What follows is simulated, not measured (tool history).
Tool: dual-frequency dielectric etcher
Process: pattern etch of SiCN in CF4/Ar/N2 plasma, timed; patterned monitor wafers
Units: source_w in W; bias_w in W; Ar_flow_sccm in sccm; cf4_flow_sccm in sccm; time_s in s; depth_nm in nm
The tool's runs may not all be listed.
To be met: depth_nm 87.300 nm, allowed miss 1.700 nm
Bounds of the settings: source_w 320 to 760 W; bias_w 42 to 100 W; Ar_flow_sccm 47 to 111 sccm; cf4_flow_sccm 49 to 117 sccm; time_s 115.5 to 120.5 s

run  hour  source_w  bias_w  Ar_flow_sccm  cf4_flow_sccm  time_s  depth_nm
  1   0.0       540      71            79             83   115.5   108.580
  2   8.6       500      71            79             83   115.5   100.150
  3  12.3       500      64            79             83   115.5    95.691
  4  17.4       480      64            79             83   115.5    92.716
  5  20.3       390      64            79             83   115.5    73.651
  6  25.4       410      64            79             83   115.5    78.565
  7  30.0       420      64            79             83   115.5    80.415
  8  30.9       430      64            79             83   115.5    82.024
  9  34.9       440      64            79             83   115.5    84.884

5 next moves are on the table. One of them brings every result within its allowed miss. Which?
  A  38.9       440      47            87             87   120.5         ?
  B  38.9       410      63            76             93   119.0         ?
  C  38.9       440      55            82             99   116.5         ?
  D  38.9       420      74            77             94   120.0         ?
  E  38.9       410      77            76             76   118.5         ?

move  depth_nm
   A    80.394
   B    81.052
   C    82.706
   D    87.822
   E    83.748
A: further off than the last run
B: further off than the last run
C: further off than the last run
D: meets every target
E: further off than the last run
Answer: D
